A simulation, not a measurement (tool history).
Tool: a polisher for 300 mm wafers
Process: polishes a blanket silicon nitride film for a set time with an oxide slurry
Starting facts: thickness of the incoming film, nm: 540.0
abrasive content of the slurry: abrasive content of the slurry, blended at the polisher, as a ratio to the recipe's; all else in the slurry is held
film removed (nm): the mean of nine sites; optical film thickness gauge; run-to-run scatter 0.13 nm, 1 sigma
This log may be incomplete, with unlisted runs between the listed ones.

run    day  flow of slurry (ml/min)  pressure of the wafer on the pad (kPa)  speed of the pad under the wafer (m/s)  abrasive content of the slurry  polishing time (s)  film removed (nm)
  1  0.000                      200                                    26.9                                    0.84                             1.0                  51             29.754
  2  0.225                      200                                    24.8                                    0.82                             1.0                  51             27.865
  3  0.529                      200                                    22.8                                    0.78                             1.0                  51             24.827
  4  0.825                      200                                    22.8                                    0.68                             1.0                  51             22.829
  5  1.058                      200                                    22.8                                    0.68                             1.0                  51             22.643
  6  1.233                      240                                    22.8                                    0.68                             1.0                  51             23.041
  7  1.367                      240                                    21.4                                    0.66                             1.0                  51             21.647
  8  1.404                      240                                    20.0                                    0.64                             1.0                  51             20.466
  9  1.496                      240                                    18.6                                    0.62                             1.0                  51             19.053
 10  1.692                      240                                    17.9                                    0.62                             1.0                  51             18.458

Expected results for the next run?
 11  1.829                      240                                    17.2                                    0.62                             1.0                  51                  ?

{"run 11": {"film removed (nm)": 18.452}}
